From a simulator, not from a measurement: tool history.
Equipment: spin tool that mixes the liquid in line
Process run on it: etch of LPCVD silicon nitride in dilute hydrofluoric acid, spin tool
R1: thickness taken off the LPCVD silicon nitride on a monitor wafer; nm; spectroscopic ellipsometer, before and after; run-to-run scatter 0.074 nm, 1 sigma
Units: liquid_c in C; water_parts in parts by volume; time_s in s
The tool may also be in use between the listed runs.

{"run": 1, "hour": 0.0, "liquid_c": 25, "water_parts": 50, "time_s": 275, "R1": 3.09}
{"run": 2, "hour": 0.9, "liquid_c": 25, "water_parts": 55, "time_s": 275, "R1": 2.8128}
{"run": 3, "hour": 2.8, "liquid_c": 23, "water_parts": 55, "time_s": 275, "R1": 2.5336}
{"run": 4, "hour": 6.4, "liquid_c": 23, "water_parts": 55, "time_s": 275, "R1": 2.4755}
{"run": 5, "hour": 13.5, "liquid_c": 25.5, "water_parts": 55, "time_s": 275, "R1": 2.98}
{"run": 6, "hour": 17.9, "liquid_c": 27, "water_parts": 55, "time_s": 275, "R1": 3.3023}
{"run": 7, "hour": 24.8, "liquid_c": 31, "water_parts": 55, "time_s": 275, "R1": 4.1764}

Run 8 comes next. What will it give?
{"run": 8, "hour": 28.6, "liquid_c": 31.5, "water_parts": 55, "time_s": 275, "R1": "?"}

R1: 4.3432 nm
